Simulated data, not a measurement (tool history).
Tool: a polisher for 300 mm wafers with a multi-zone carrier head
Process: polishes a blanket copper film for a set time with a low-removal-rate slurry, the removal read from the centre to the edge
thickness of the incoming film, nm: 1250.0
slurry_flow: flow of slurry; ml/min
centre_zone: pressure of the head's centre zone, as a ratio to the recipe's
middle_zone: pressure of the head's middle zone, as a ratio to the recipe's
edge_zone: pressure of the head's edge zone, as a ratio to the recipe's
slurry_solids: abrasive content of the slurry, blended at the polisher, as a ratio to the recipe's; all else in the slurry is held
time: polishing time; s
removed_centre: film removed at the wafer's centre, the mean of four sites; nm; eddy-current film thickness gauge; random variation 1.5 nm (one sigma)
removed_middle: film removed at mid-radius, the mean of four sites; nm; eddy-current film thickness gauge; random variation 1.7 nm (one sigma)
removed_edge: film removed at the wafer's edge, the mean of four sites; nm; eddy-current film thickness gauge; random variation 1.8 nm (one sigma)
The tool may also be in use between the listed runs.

| run | day | slurry_flow | centre_zone | middle_zone | edge_zone | slurry_solids | time | removed_centre | removed_middle | removed_edge |
|---|---|---|---|---|---|---|---|---|---|---|
| 1 | 0 | 315 | 1 | 1 | 1 | 1 | 69 | 199.35 | 208.88 | 206.9 |
| 2 | 0.108 | 285 | 1 | 1 | 1 | 1 | 69 | 203.36 | 208.35 | 205.67 |
| 3 | 0.188 | 285 | 1 | 1 | 1 | 0.9 | 69 | 200.89 | 197.88 | 204.02 |
| 4 | 0.296 | 285 | 1 | 1 | 1.07 | 0.9 | 69 | 201.05 | 201.34 | 210.09 |
| 5 | 0.508 | 285 | 0.98 | 0.99 | 1.08 | 0.85 | 67 | 184.52 | 191.5 | 207.53 |
| 6 | 0.658 | 285 | 0.98 | 0.99 | 1.08 | 1 | 67 | 194.12 | 194.99 | 209.04 |
| 7 | 0.875 | 285 | 0.97 | 0.98 | 1.07 | 0.95 | 65 | 188.78 | 184.13 | 195.87 |
| 8 | 1.225 | 300 | 0.95 | 0.98 | 1.08 | 0.9 | 63 | 175.97 | 183.95 | 198.47 |

Run 9 comes next. What will it give?
| 9 | 1.45 | 230 | 0.87 | 0.88 | 1.01 | 0.65 | 46 | ? | ? | ? |

Run 9 gave removed_centre 109.07 nm, removed_middle 113.21 nm, removed_edge 128.9 nm.
